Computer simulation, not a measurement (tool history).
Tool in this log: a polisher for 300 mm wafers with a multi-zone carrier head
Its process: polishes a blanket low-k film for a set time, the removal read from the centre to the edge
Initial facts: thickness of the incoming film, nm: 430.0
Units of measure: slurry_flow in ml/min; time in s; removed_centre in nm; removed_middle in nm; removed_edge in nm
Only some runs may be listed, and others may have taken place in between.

Run 1, hour 0: slurry_flow 290 ml/min, centre_zone 1, middle_zone 1, edge_zone 1, slurry_solids 1, time 50 s. Result: removed_centre 13.811 nm, removed_middle 14.12 nm, removed_edge 14.157 nm.
Run 2, hour 4.9: slurry_flow 290 ml/min, centre_zone 1.05, middle_zone 1, edge_zone 1, slurry_solids 1, time 50 s. Result: removed_centre 14.498 nm, removed_middle 14.21 nm, removed_edge 14.154 nm.
Run 3, hour 5.4: slurry_flow 290 ml/min, centre_zone 1.03, middle_zone 1.01, edge_zone 0.98, slurry_solids 0.95, time 48 s. Result: removed_centre 13.299 nm, removed_middle 13.21 nm, removed_edge 12.905 nm.
Run 4, hour 8: slurry_flow 235 ml/min, centre_zone 1.03, middle_zone 1.01, edge_zone 0.98, slurry_solids 0.95, time 48 s. Result: removed_centre 12.823 nm, removed_middle 12.856 nm, removed_edge 13.182 nm.
Run 5, hour 12.3: slurry_flow 245 ml/min, centre_zone 1.01, middle_zone 1.01, edge_zone 0.97, slurry_solids 0.9, time 46 s. Result: removed_centre 11.755 nm, removed_middle 11.932 nm, removed_edge 11.8 nm.
Run 6, hour 17.1: slurry_flow 245 ml/min, centre_zone 1.01, middle_zone 1.01, edge_zone 0.97, slurry_solids 0.75, time 46 s. Result: removed_centre 10.056 nm, removed_middle 10.342 nm, removed_edge 10.086 nm.
Run 7, hour 23.1: slurry_flow 265 ml/min, centre_zone 0.91, middle_zone 1.03, edge_zone 0.87, slurry_solids 0.5, time 39 s. Result: removed_centre 4.911 nm, removed_middle 5.6622 nm, removed_edge 5.1855 nm.
Run 8, hour 30.4: slurry_flow 265 ml/min, centre_zone 0.92, middle_zone 1.04, edge_zone 0.89, slurry_solids 0.5, time 39 s. Result: removed_centre 4.9121 nm, removed_middle 5.5992 nm, removed_edge 5.262 nm.
Run 9, hour 32.2: slurry_flow 265 ml/min, centre_zone 0.93, middle_zone 1.06, edge_zone 0.9, slurry_solids 0.5, time 39 s. Result: removed_centre 5.0564 nm, removed_middle 5.7243 nm, removed_edge 5.3118 nm.
Run 10, hour 36.8: slurry_flow 265 ml/min, centre_zone 0.93, middle_zone 1.07, edge_zone 0.91, slurry_solids 0.55, time 39 s. Result: removed_centre 5.7934 nm, removed_middle 6.5058 nm, removed_edge 6.0043 nm.
Run 11, hour 44.4: slurry_flow 260 ml/min, centre_zone 0.93, middle_zone 1.08, edge_zone 0.91, slurry_solids 0.55, time 39 s. Result: removed_centre 5.7168 nm, removed_middle 6.769 nm, removed_edge 6.1123 nm.
Run 12, hour 50.3: slurry_flow 255 ml/min, centre_zone 0.94, middle_zone 1.08, edge_zone 0.91, slurry_solids 0.55, time 39 s. Result: removed_centre 5.7364 nm, removed_middle 6.6246 nm, removed_edge 6.2871 nm.

Expected results for the next run?
Run 13, hour 51.5: slurry_flow 335 ml/min, centre_zone 1, middle_zone 1.18, edge_zone 0.94, slurry_solids 0.6, time 39 s. Result: removed_centre ?, removed_middle ?, removed_edge ?.

removed_centre: 7.0577 nm
removed_middle: 8.2022 nm
removed_edge: 7.1629 nm
